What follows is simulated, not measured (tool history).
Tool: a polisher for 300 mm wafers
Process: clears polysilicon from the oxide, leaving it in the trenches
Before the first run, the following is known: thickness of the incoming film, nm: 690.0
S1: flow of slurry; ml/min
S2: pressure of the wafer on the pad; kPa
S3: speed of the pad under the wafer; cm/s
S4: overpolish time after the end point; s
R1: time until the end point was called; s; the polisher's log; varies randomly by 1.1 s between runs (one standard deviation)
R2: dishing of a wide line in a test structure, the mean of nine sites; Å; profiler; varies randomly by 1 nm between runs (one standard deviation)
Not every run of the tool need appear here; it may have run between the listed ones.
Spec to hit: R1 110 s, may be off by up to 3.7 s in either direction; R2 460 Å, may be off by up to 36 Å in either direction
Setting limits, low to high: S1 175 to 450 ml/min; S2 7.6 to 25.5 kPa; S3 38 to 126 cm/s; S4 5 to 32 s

| run | hour | S1 | S2 | S3 | S4 | R1 | R2 |
|---|---|---|---|---|---|---|---|
| 1 | 0 | 290 | 16.5 | 82 | 16 | 66.421 | 471.31 |
| 2 | 0.5 | 255 | 16.5 | 82 | 16 | 65.486 | 460.53 |
| 3 | 7.7 | 255 | 16.5 | 82 | 19 | 65.846 | 445.03 |
| 4 | 14.7 | 270 | 13.8 | 82 | 17 | 76.419 | 446.38 |
| 5 | 17.2 | 305 | 11.7 | 80 | 15 | 88.044 | 428.84 |
| 6 | 20 | 305 | 11.7 | 80 | 11 | 88.962 | 391.44 |
| 7 | 27.9 | 315 | 10.3 | 80 | 15 | 97.441 | 407.6 |
| 8 | 33 | 320 | 9.7 | 80 | 19 | 103.59 | 448.69 |
| 9 | 37.9 | 320 | 9.7 | 80 | 20 | 103.56 | 438.45 |
| 10 | 45.3 | 320 | 9.7 | 80 | 20 | 102.69 | 449.14 |
| 11 | 46.7 | 320 | 9.7 | 80 | 21 | 104.87 | 442.96 |

Consider the 4 candidate settings below. Which is the only one whose results all fall within their allowed miss of target?
| A | 48.1 | 355 | 10.3 | 82 | 32 | ? | ? |
| B | 48.1 | 290 | 9.7 | 84 | 19 | ? | ? |
| C | 48.1 | 275 | 10.3 | 70 | 23 | ? | ? |
| D | 48.1 | 285 | 8.3 | 80 | 19 | ? | ? |

| move | R1 | R2 |
|---|---|---|
| A | 96.384 | 473.67 |
| B | 101.62 | 451.68 |
| C | 112.92 | 457.37 |
| D | 119.86 | 437.72 |
A: the biggest miss grows against the last run
B: the biggest miss grows against the last run
C: hits every target within its allowed miss
D: moves the result that the last run missed by most past its target, out the other side
C meets every target.
